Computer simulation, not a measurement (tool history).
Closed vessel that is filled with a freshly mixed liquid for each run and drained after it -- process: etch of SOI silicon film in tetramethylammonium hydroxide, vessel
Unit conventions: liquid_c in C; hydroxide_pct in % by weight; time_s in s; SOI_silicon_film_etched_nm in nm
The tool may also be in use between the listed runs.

run 1 day=0.000 | liquid_c=66 hydroxide_pct=12.5 time_s=95 | SOI_silicon_film_etched_nm=461.17
run 2 day=0.054 | liquid_c=68 hydroxide_pct=12.5 time_s=95 | SOI_silicon_film_etched_nm=519.23
run 3 day=0.162 | liquid_c=67 hydroxide_pct=12.5 time_s=95 | SOI_silicon_film_etched_nm=490.93
run 4 day=0.479 | liquid_c=62 hydroxide_pct=12.5 time_s=95 | SOI_silicon_film_etched_nm=363.77
run 5 day=0.517 | liquid_c=62 hydroxide_pct=11.0 time_s=95 | SOI_silicon_film_etched_nm=387.06
run 6 day=0.825 | liquid_c=62 hydroxide_pct=11.0 time_s=95 | SOI_silicon_film_etched_nm=383.75

Run 7 is up next; what results do you expect?
run 7 day=0.917 | liquid_c=57 hydroxide_pct=11.0 time_s=95 | SOI_silicon_film_etched_nm=?

Run 7 came out at SOI_silicon_film_etched_nm 278.72 nm.

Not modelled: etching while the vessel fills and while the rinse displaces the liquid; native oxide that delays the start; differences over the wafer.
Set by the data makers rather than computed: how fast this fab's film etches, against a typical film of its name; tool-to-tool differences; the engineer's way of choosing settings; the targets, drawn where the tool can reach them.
